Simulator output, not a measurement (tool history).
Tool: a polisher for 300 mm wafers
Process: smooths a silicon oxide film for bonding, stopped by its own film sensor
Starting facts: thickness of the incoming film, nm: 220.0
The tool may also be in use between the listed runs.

run  hour  flow of slurry (ml/min)  pressure of the wafer on the pad (psi)  speed of the pad under the wafer (m/s)  abrasive content of the slurry  target thickness at which the film sensor stops the polish (angstrom)  time until the film sensor stopped the polish (s)
  1     0                      170                                     1.7                                    1.02                               1                                                                   1830                                              78.49
  2     9                      170                                     1.7                                    1.02                            1.05                                                                   1830                                             75.598
  3  16.3                      170                                     1.7                                    1.22                            1.05                                                                   1830                                             68.147
  4  22.1                      170                                     1.4                                    1.22                            1.05                                                                   1830                                             80.075
  5  26.3                      170                                     1.8                                    1.22                            1.05                                                                   1830                                             63.788
  6  34.9                      170                                     1.7                                    1.18                            1.05                                                                   1830                                              68.54
  7  35.9                      170                                     1.6                                    1.14                            1.05                                                                   1830                                             73.422
  8  38.3                      170                                     1.5                                     1.1                            1.05                                                                   1830                                             81.004

The next listed run, before its measurement:
  9  40.4                      155                                       1                                    0.94                            1.05                                                                   1830                                                  ?

Run 9 gave time until the film sensor stopped the polish (s) 125.77.

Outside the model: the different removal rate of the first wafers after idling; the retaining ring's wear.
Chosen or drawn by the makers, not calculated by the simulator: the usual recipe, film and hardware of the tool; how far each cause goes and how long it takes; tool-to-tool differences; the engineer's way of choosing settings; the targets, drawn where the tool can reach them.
